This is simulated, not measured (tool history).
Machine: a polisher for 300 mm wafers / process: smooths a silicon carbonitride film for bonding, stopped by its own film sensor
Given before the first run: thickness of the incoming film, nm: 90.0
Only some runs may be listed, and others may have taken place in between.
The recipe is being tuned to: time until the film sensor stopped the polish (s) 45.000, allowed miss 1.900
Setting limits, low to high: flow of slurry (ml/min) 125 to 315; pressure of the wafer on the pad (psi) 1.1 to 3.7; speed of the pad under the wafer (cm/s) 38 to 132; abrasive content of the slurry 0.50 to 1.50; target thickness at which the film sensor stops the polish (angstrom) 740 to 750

run,day,flow of slurry (ml/min),pressure of the wafer on the pad (psi),speed of the pad under the wafer (cm/s),abrasive content of the slurry,target thickness at which the film sensor stops the polish (angstrom),time until the film sensor stopped the polish (s)
1,0.000,205,2.4,84,1.00,750,72.149
2,0.333,205,2.6,84,1.00,750,64.692
3,0.529,205,2.7,84,1.00,750,63.432
4,0.729,205,2.8,84,1.00,750,60.641
5,0.858,205,2.8,84,1.10,750,57.543
6,0.958,205,2.9,84,1.10,750,55.919
7,1.121,205,3.0,84,1.10,750,53.247
8,1.271,205,3.1,84,1.10,750,52.184
9,1.317,205,3.2,84,1.10,750,52.392
10,1.521,205,3.3,84,1.10,750,49.361
11,1.667,205,3.5,84,1.10,750,47.809
# day 1.725: worn pad replaced by a new one
12,1.725,205,3.6,84,1.10,750,41.650
13,1.788,205,3.5,84,1.10,750,43.150

4 next moves are on the table. One of them brings every result within its allowed miss. Which?
A,1.850,220,3.4,88,1.10,750,?
B,1.850,175,3.7,82,1.15,750,?
C,1.850,190,3.5,82,1.05,750,?
D,1.850,225,3.4,98,0.95,750,?

move,time until the film sensor stopped the polish (s)
A,41.628
B,40.736
C,44.267
D,41.268
A: its largest miss is bigger than the last run's
B: its largest miss is bigger than the last run's
C: every result lands within tolerance
D: its largest miss is bigger than the last run's
The move that meets every target is C.
